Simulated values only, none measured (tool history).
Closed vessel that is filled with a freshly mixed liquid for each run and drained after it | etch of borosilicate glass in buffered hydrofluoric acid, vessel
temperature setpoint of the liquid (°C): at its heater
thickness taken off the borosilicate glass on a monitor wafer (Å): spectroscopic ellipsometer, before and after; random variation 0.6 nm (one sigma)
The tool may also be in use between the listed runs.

run	hour	temperature setpoint of the liquid (°C)	parts of 40 % ammonium fluoride to one part of 49 % hydrofluoric acid (parts by volume)	time in the liquid (s)	thickness taken off the borosilicate glass on a monitor wafer (Å)
1	0	23	13	100	885.21
2	8.3	23	10.5	100	1091.7
3	16.1	24	10.5	100	1157.5
4	18.2	25	10.5	100	1216.3
5	25	26	10.5	100	1289
6	30.1	26	13.5	100	1000.4
7	38.1	26.5	13	100	1060
8	41.1	27	12.5	100	1144.4
9	49.5	27.5	12	100	1216
10	56.6	28	12	100	1246.3
11	65	28.5	12	100	1292.4
12	72.1	28.5	12	100	1292.4

Run 13 comes next. What will it give?
13	73.9	29	12	100	?

{"run 13": {"thickness taken off the borosilicate glass on a monitor wafer (Å)": 1321.2}}

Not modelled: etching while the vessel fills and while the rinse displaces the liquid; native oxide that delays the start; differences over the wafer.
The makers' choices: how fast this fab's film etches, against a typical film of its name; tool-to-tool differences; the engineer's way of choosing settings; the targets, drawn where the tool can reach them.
